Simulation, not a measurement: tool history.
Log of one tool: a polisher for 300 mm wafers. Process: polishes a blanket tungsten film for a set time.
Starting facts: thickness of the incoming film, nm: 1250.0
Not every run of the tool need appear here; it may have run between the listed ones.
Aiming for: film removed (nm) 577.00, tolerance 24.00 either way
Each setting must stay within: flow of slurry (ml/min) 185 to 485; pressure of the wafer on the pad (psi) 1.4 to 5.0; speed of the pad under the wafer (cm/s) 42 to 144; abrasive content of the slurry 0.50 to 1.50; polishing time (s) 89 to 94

run  hour  flow of slurry (ml/min)  pressure of the wafer on the pad (psi)  speed of the pad under the wafer (cm/s)  abrasive content of the slurry  polishing time (s)  film removed (nm)
  1   0.0                      310                                     3.2                                       92                            1.00                  89             322.94
  2   0.6                      310                                     3.7                                       92                            1.00                  89             376.21
  3   6.4                      310                                     3.7                                       92                            1.00                  94             390.89
  4   8.0                      310                                     3.7                                      104                            1.00                  94             444.47
  5  13.4                      310                                     4.0                                      104                            1.00                  94             480.74
  6  18.2                      310                                     4.0                                      104                            1.00                  89             450.66
  7  21.4                      310                                     4.0                                      104                            1.00                  89             445.77
  8  28.7                      310                                     4.3                                      104                            1.00                  89             495.64
  9  32.8                      310                                     4.4                                      104                            1.00                  89             500.13

Next run, 4 choices. One meets every target within its allowed miss, the rest don't. Which?
  A  36.9                      330                                     4.7                                      108                            0.95                  93                  ?
  B  36.9                      315                                     2.9                                      114                            1.30                  89                  ?
  C  36.9                      330                                     4.9                                       98                            0.95                  92                  ?
  D  36.9                      380                                     4.0                                      108                            1.25                  92                  ?

move  film removed (nm)
   A             556.00
   B             383.81
   C             521.25
   D             516.37
A: each result inside its tolerance
B: lands further from the targets than the last run did
C: moves toward the targets from the last run without getting all of them in spec
D: moves toward the targets from the last run without getting all of them in spec
A meets every target.
